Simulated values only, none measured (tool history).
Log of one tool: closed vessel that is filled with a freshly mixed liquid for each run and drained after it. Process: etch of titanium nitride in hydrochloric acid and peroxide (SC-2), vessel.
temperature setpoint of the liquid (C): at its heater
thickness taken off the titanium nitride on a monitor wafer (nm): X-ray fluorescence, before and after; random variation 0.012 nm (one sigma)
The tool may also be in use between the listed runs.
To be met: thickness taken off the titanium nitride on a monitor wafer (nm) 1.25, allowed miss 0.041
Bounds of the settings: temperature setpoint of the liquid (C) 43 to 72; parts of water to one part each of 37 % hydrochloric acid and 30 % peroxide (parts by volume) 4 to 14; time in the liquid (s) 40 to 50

run  hour  temperature setpoint of the liquid (C)  parts of water to one part each of 37 % hydrochloric acid and 30 % peroxide (parts by volume)  time in the liquid (s)  thickness taken off the titanium nitride on a monitor wafer (nm)
  1     0                                      59                                                                                            7.5                      50                                                            2.3953
  2   0.9                                      59                                                                                            7.5                      40                                                             1.901
  3   2.7                                      59                                                                                              5                      40                                                            2.6063
  4   9.3                                      59                                                                                              4                      40                                                            3.0315
  5  16.4                                    56.5                                                                                              4                      40                                                            2.5835
  6  25.1                                    56.5                                                                                              4                      40                                                            2.5535
  7  26.4                                    48.5                                                                                              4                      40                                                            1.5084
  8  27.5                                      48                                                                                              4                      40                                                            1.4734
  9  36.3                                    47.5                                                                                              4                      40                                                            1.4098
 10  45.5                                      47                                                                                              4                      40                                                            1.3848
 11  50.2                                    46.5                                                                                              4                      40                                                            1.3083

4 next moves are on the table. One of them brings every result within its allowed miss. Which?
  A  54.9                                    49.5                                                                                            6.5                      40                                                                 ?
  B  54.9                                    43.5                                                                                            4.5                      45                                                                 ?
  C  54.9                                      48                                                                                              5                      40                                                                 ?
  D  54.9                                    46.5                                                                                            5.5                      50                                                                 ?

move  thickness taken off the titanium nitride on a monitor wafer (nm)
   A                                                            1.1565
   B                                                            1.1304
   C                                                            1.2697
   D                                                             1.338
A: takes the result that was furthest off past its target
B: takes the result that was furthest off past its target
C: meets every target
D: further off than the last run
Answer: C

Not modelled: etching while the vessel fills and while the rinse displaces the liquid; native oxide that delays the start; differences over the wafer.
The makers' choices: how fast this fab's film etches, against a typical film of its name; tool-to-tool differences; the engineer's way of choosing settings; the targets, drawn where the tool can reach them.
